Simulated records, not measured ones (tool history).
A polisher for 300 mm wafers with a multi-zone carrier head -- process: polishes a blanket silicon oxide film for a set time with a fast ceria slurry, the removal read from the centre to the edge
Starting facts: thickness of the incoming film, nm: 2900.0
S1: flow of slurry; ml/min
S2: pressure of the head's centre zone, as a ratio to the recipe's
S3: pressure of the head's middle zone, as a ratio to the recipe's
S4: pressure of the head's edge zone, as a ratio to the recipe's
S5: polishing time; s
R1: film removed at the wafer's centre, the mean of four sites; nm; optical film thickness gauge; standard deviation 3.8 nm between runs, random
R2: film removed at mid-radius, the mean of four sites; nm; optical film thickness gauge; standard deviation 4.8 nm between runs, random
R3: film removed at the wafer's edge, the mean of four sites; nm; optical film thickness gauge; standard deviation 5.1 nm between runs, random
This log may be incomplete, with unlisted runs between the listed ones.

{"run": 1, "day": 0.0, "S1": 130, "S2": 1, "S3": 1, "S4": 1, "S5": 47, "R1": 578.78, "R2": 579.81, "R3": 598.76}
{"run": 2, "day": 0.121, "S1": 120, "S2": 0.96, "S3": 0.96, "S4": 0.98, "S5": 45, "R1": 530.94, "R2": 521.42, "R3": 560.69}
{"run": 3, "day": 0.254, "S1": 110, "S2": 0.92, "S3": 0.95, "S4": 0.98, "S5": 44, "R1": 472.87, "R2": 491.79, "R3": 531.4}
{"run": 4, "day": 0.383, "S1": 110, "S2": 0.92, "S3": 0.95, "S4": 0.98, "S5": 35, "R1": 383.3, "R2": 390.18, "R3": 421.35}
{"run": 5, "day": 0.475, "S1": 110, "S2": 0.92, "S3": 0.88, "S4": 0.98, "S5": 35, "R1": 380.72, "R2": 366.78, "R3": 429.39}
{"run": 6, "day": 0.696, "S1": 120, "S2": 0.91, "S3": 0.89, "S4": 1.01, "S5": 35, "R1": 381.2, "R2": 378.23, "R3": 434.06}
{"run": 7, "day": 0.85, "S1": 120, "S2": 0.91, "S3": 0.89, "S4": 1.01, "S5": 35, "R1": 382.66, "R2": 387.3, "R3": 440.41}
{"run": 8, "day": 1.221, "S1": 130, "S2": 0.91, "S3": 0.88, "S4": 1.03, "S5": 35, "R1": 387.87, "R2": 390.97, "R3": 448.54}
{"run": 9, "day": 1.321, "S1": 135, "S2": 0.91, "S3": 0.88, "S4": 1.05, "S5": 35, "R1": 396.91, "R2": 397.89, "R3": 453.83}
{"run": 10, "day": 1.496, "S1": 140, "S2": 0.91, "S3": 0.88, "S4": 1.07, "S5": 35, "R1": 405.56, "R2": 399.17, "R3": 465.34}
{"run": 11, "day": 1.662, "S1": 145, "S2": 0.9, "S3": 0.89, "S4": 1.09, "S5": 35, "R1": 401.77, "R2": 399.48, "R3": 475.96}

Run 12 comes next. What will it give?
{"run": 12, "day": 1.688, "S1": 150, "S2": 0.9, "S3": 0.9, "S4": 1.09, "S5": 35, "R1": "?", "R2": "?", "R3": "?"}

R1: 405.46 nm
R2: 405.34 nm
R3: 472.44 nm
